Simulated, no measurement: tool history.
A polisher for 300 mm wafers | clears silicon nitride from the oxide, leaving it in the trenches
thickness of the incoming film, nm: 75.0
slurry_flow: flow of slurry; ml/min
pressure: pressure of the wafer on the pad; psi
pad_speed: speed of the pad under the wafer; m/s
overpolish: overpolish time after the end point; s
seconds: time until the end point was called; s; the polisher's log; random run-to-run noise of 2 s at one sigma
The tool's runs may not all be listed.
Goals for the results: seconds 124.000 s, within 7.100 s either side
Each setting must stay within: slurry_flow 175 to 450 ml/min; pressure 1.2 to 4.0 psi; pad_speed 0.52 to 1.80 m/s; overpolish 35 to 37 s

run	hour	slurry_flow	pressure	pad_speed	overpolish	seconds
1	0.0	290	2.6	1.16	35	91.497
2	2.4	290	2.4	1.14	35	100.000
3	8.8	290	2.4	1.40	35	79.195
4	10.4	290	2.1	1.40	35	86.568
5	16.1	290	1.8	1.36	35	97.676
6	17.9	290	1.8	1.36	35	96.969
7	18.8	290	1.6	1.32	35	105.560
8	22.7	290	1.5	1.30	35	111.610

Which single option among these 5 for the next run brings every result within its allowed miss of target? Just one does.
A	26.6	280	1.4	1.24	37	?
B	26.6	295	1.6	1.36	35	?
C	26.6	175	1.6	1.54	37	?
D	26.6	260	1.5	1.44	35	?
E	26.6	335	1.3	1.42	37	?

move	seconds
A	122.260
B	103.630
C	96.469
D	102.570
E	109.710
A: hits every target within its allowed miss
B: its largest miss is bigger than the last run's
C: its largest miss is bigger than the last run's
D: its largest miss is bigger than the last run's
E: its largest miss is bigger than the last run's
The move that meets every target is A.
